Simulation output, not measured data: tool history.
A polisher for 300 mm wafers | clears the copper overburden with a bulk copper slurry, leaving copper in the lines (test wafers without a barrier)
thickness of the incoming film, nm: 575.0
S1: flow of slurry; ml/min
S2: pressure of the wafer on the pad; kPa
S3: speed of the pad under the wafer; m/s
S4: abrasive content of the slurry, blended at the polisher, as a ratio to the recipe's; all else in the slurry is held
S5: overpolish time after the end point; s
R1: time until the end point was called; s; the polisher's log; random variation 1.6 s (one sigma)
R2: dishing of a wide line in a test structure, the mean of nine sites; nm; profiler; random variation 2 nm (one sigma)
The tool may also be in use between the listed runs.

Run 1, hour 0.0: S1 135 ml/min, S2 11.7 kPa, S3 1.06 m/s, S4 1.00, S5 26 s. Result: R1 110.57 s, R2 77.457 nm.
Run 2, hour 8.8: S1 135 ml/min, S2 11.7 kPa, S3 0.96 m/s, S4 1.00, S5 26 s. Result: R1 121.66 s, R2 73.060 nm.
Run 3, hour 16.2: S1 135 ml/min, S2 11.7 kPa, S3 0.96 m/s, S4 0.85, S5 26 s. Result: R1 128.80 s, R2 72.079 nm.
Run 4, hour 23.4: S1 135 ml/min, S2 12.4 kPa, S3 0.96 m/s, S4 0.85, S5 28 s. Result: R1 124.19 s, R2 79.693 nm.
Run 5, hour 29.6: S1 110 ml/min, S2 12.4 kPa, S3 0.96 m/s, S4 0.85, S5 28 s. Result: R1 128.66 s, R2 75.181 nm.
Run 6, hour 36.5: S1 120 ml/min, S2 13.1 kPa, S3 0.96 m/s, S4 0.85, S5 30 s. Result: R1 120.96 s, R2 83.063 nm.
Run 7, hour 38.6: S1 120 ml/min, S2 13.1 kPa, S3 0.96 m/s, S4 0.85, S5 30 s. Result: R1 120.56 s, R2 82.982 nm.

What does the tool deliver on the next run?
Run 8, hour 46.6: S1 125 ml/min, S2 13.1 kPa, S3 0.96 m/s, S4 0.85, S5 32 s. Result: R1 ?, R2 ?.

Run 8 measured R1 117.91 s, R2 86.483 nm.
